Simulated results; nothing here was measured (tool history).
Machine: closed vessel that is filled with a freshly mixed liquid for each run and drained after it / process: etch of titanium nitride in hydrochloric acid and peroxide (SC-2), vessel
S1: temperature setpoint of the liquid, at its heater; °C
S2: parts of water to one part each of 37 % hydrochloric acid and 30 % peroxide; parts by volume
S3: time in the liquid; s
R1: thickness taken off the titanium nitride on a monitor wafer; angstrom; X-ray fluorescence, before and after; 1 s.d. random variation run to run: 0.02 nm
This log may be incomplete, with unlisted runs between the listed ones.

run,hour,S1,S2,S3,R1
1,0,62,7.5,95,84.82
2,2,61,7.5,95,80.09
3,10.6,61,9.5,95,65.314
4,14.5,60.5,9.5,95,63.998
5,19.1,54.5,9.5,95,43.704
6,20.8,60.5,9.5,95,63.652
7,29.5,60,9.5,95,61.771
8,34.3,59.5,9.5,95,60.313
9,40.5,59,9.5,95,57.976
10,49.1,58.5,9.5,95,56.656
11,54.6,58,9.5,95,54.832
12,58.5,57.5,9.5,95,53.104

Run 13 is up next; what results do you expect?
13,63.9,57,9.5,95,?

Logged for run 13: R1 51.207 angstrom.
